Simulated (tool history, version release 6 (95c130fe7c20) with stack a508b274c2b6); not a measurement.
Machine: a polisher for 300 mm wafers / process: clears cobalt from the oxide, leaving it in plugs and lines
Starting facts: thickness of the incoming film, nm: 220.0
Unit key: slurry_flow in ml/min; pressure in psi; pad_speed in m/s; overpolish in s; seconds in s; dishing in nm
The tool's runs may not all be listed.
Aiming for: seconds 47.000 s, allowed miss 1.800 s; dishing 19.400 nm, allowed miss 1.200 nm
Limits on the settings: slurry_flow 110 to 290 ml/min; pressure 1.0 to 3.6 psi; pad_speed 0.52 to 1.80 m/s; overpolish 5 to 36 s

run    day  slurry_flow  pressure  pad_speed  overpolish  seconds  dishing
  1  0.000          185       2.3       1.16          18   35.705   56.075
  2  0.158          185       2.8       1.16          18   29.834   63.682
  3  0.354          185       2.3       1.20          15   35.372   52.606
  4  0.579          185       2.7       1.20          15   29.632   56.918
  5  0.658          185       2.7       1.20          22   29.743   67.755
  6  0.988          165       2.2       1.26          17   35.420   55.602
  7  1.354          200       1.9       1.26          14   39.474   48.370
  8  1.717          225       1.7       1.28          12   42.665   42.021
  9  1.871          240       1.5       1.32          10   46.228   34.661
 10  2.225          255       1.4       1.38           9   46.457   32.284
 11  2.562          255       1.4       1.38           9   46.991   31.992
 12  2.604          265       1.3       1.44           8   47.611   27.716
 13  2.704          270       1.2       1.50           7   49.181   25.662
 14  2.958          275       1.1       1.58           6   51.133   20.807
 15  3.000          285       1.2       1.70           5   43.525   20.945

Pick the move, out of 4, that brings all results within their allowed miss; only one does.
  A  3.042          220       1.2       1.64           5        ?        ?
  B  3.042          290       1.2       1.80           5        ?        ?
  C  3.042          240       1.2       1.78           5        ?        ?
  D  3.042          265       1.3       1.56           5        ?        ?

move  seconds  dishing
   A   46.600   20.019
   B   41.339   22.177
   C   42.589   21.623
   D   44.468   20.842
A: all results land within tolerance of their targets
B: its largest miss is bigger than the last run's
C: its largest miss is bigger than the last run's
D: gains on the last run, yet a result remains outside its allowed miss
Correct choice: A, which meets every target
